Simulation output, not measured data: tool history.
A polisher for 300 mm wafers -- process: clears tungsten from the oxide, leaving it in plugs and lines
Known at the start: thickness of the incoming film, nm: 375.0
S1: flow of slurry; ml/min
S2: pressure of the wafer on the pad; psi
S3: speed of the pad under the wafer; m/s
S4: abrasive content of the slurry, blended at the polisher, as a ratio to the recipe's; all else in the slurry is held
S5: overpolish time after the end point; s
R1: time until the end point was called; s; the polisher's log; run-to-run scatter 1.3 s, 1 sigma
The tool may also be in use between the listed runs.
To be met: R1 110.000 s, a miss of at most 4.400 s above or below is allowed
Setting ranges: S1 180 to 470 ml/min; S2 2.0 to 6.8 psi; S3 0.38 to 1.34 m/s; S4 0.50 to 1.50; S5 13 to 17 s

| run | hour | S1 | S2 | S3 | S4 | S5 | R1 |
|---|---|---|---|---|---|---|---|
| 1 | 0.0 | 300 | 4.4 | 0.86 | 1.00 | 17 | 78.678 |
| 2 | 5.1 | 300 | 4.4 | 0.86 | 0.90 | 17 | 79.719 |
| 3 | 9.4 | 300 | 4.4 | 0.86 | 0.70 | 17 | 86.339 |
| 4 | 14.0 | 300 | 4.8 | 0.86 | 0.70 | 17 | 79.076 |
| 5 | 21.5 | 300 | 4.8 | 0.86 | 0.55 | 17 | 83.759 |
| 6 | 27.2 | 300 | 4.8 | 0.86 | 0.55 | 17 | 83.832 |
| 7 | 35.7 | 300 | 4.5 | 0.86 | 0.55 | 17 | 87.630 |
| 8 | 36.3 | 300 | 4.2 | 0.86 | 0.55 | 17 | 92.155 |
| 9 | 41.0 | 300 | 3.9 | 0.86 | 0.55 | 17 | 100.250 |
| 10 | 43.6 | 300 | 3.8 | 0.86 | 0.55 | 17 | 100.680 |
| 11 | 48.5 | 300 | 3.7 | 0.86 | 0.55 | 17 | 102.670 |
| 12 | 49.8 | 300 | 3.7 | 0.86 | 0.55 | 17 | 102.950 |
| 13 | 54.7 | 300 | 3.6 | 0.86 | 0.55 | 17 | 104.090 |

Which of these 4 next moves meets every target?
| A | 59.6 | 230 | 4.5 | 0.70 | 0.55 | 13 | ? |
| B | 59.6 | 285 | 3.7 | 0.88 | 0.55 | 17 | ? |
| C | 59.6 | 285 | 4.2 | 0.80 | 0.55 | 17 | ? |
| D | 59.6 | 295 | 3.7 | 0.86 | 0.60 | 13 | ? |

| move | R1 |
|---|---|
| A | 110.000 |
| B | 100.590 |
| C | 99.695 |
| D | 100.630 |
A: every result lands within tolerance
B: moves away from the targets compared with the last run
C: moves away from the targets compared with the last run
D: moves away from the targets compared with the last run
Correct choice: A, which meets every target
